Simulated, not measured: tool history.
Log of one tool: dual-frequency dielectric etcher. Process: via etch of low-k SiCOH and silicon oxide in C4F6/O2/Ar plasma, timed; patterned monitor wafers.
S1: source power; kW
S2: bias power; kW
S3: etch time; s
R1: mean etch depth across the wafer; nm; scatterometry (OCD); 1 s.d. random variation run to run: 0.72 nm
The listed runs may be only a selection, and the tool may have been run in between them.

{"run": 1, "hour": 0.0, "S1": 0.42, "S2": 0.215, "S3": 35.5, "R1": 91.78}
{"run": 2, "hour": 2.1, "S1": 0.44, "S2": 0.222, "S3": 35.5, "R1": 94.939}
{"run": 3, "hour": 6.3, "S1": 0.46, "S2": 0.226, "S3": 35.5, "R1": 98.943}
{"run": 4, "hour": 8.9, "S1": 0.47, "S2": 0.227, "S3": 35.5, "R1": 99.468}
{"run": 5, "hour": 12.5, "S1": 0.47, "S2": 0.227, "S3": 35.5, "R1": 99.439}
{"run": 6, "hour": 15.1, "S1": 0.48, "S2": 0.229, "S3": 35.5, "R1": 99.362}
{"run": 7, "hour": 23.0, "S1": 0.49, "S2": 0.234, "S3": 35.5, "R1": 102.4}

For run 8, what comes out?
{"run": 8, "hour": 25.5, "S1": 0.5, "S2": 0.236, "S3": 35.5, "R1": "?"}

R1: 104.77 nm
